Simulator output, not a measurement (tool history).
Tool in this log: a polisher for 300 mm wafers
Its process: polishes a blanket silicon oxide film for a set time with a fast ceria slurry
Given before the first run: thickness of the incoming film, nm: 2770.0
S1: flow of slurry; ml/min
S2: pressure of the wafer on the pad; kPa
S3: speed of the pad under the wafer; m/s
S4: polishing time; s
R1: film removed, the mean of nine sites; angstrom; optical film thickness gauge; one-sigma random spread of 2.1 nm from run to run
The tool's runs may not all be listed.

Run 1, hour 0: S1 125 ml/min, S2 18.6 kPa, S3 0.78 m/s, S4 56 s. Result: R1 6253.1 angstrom.
Run 2, hour 6.9: S1 140 ml/min, S2 18.6 kPa, S3 0.78 m/s, S4 56 s. Result: R1 6314.9 angstrom.
Run 3, hour 11.6: S1 140 ml/min, S2 18.6 kPa, S3 0.78 m/s, S4 56 s. Result: R1 6276.9 angstrom.
Run 4, hour 19.8: S1 140 ml/min, S2 16.5 kPa, S3 0.68 m/s, S4 56 s. Result: R1 5046.7 angstrom.
Run 5, hour 20.7: S1 140 ml/min, S2 14.5 kPa, S3 0.6 m/s, S4 55 s. Result: R1 3873.7 angstrom.
Run 6, hour 21.9: S1 140 ml/min, S2 14.5 kPa, S3 0.6 m/s, S4 56 s. Result: R1 4004.4 angstrom.
Run 7, hour 24.1: S1 135 ml/min, S2 13.1 kPa, S3 0.54 m/s, S4 56 s. Result: R1 3362.4 angstrom.
Run 8, hour 32.4: S1 130 ml/min, S2 12.4 kPa, S3 0.52 m/s, S4 56 s. Result: R1 3064.1 angstrom.
Run 9, hour 35.7: S1 120 ml/min, S2 11.7 kPa, S3 0.52 m/s, S4 56 s. Result: R1 2896 angstrom.
Run 10, hour 39.2: S1 115 ml/min, S2 11 kPa, S3 0.5 m/s, S4 56 s. Result: R1 2626.9 angstrom.

Run 11, settings as shown, results not yet in. Your forecast:
Run 11, hour 40.8: S1 110 ml/min, S2 10.3 kPa, S3 0.5 m/s, S4 56 s. Result: R1 ?.

Run 11 produced R1 2470.7 angstrom.

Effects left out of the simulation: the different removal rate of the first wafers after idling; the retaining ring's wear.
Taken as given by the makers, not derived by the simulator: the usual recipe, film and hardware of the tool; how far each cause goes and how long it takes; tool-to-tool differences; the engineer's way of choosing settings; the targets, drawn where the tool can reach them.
